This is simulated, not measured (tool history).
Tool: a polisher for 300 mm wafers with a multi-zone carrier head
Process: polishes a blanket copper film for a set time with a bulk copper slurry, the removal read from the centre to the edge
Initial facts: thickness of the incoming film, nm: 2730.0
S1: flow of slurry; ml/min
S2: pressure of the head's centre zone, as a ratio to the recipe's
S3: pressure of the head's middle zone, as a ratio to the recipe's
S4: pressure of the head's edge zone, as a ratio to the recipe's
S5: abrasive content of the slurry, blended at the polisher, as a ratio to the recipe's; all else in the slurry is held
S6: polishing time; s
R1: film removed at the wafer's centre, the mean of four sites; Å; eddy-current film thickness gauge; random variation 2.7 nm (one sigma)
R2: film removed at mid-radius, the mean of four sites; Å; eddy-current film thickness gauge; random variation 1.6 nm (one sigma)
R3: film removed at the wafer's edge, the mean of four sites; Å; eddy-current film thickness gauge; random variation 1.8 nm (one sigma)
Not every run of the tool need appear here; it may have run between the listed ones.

run 1 day=0 | S1=205 S2=1 S3=1 S4=1 S5=1 S6=52 | R1=2995.6 R2=2843.3 R3=2858.8
run 2 day=0.3 | S1=205 S2=1 S3=1 S4=0.97 S5=1 S6=52 | R1=3012.6 R2=2870.3 R3=2829.5
run 3 day=0.458 | S1=190 S2=0.94 S3=1.01 S4=0.95 S5=0.9 S6=52 | R1=2758.7 R2=2790.4 R3=2683.4
run 4 day=0.662 | S1=175 S2=0.9 S3=1.03 S4=0.97 S5=0.8 S6=52 | R1=2511.6 R2=2732.9 R3=2649.1
run 5 day=0.754 | S1=165 S2=0.87 S3=1.03 S4=0.96 S5=0.75 S6=52 | R1=2371.8 R2=2671.9 R3=2583
run 6 day=0.958 | S1=210 S2=0.87 S3=1.03 S4=0.96 S5=0.75 S6=52 | R1=2434.4 R2=2753.5 R3=2659
run 7 day=1.108 | S1=195 S2=0.85 S3=1.03 S4=0.95 S5=0.7 S6=52 | R1=2397.2 R2=2739 R3=2553.7

Expected results for the next run?
run 8 day=1.279 | S1=180 S2=0.84 S3=1.03 S4=0.95 S5=0.65 S6=52 | R1=? R2=? R3=?

{"run 8": {"R1": 2296.9, "R2": 2640.8, "R3": 2516.9}}
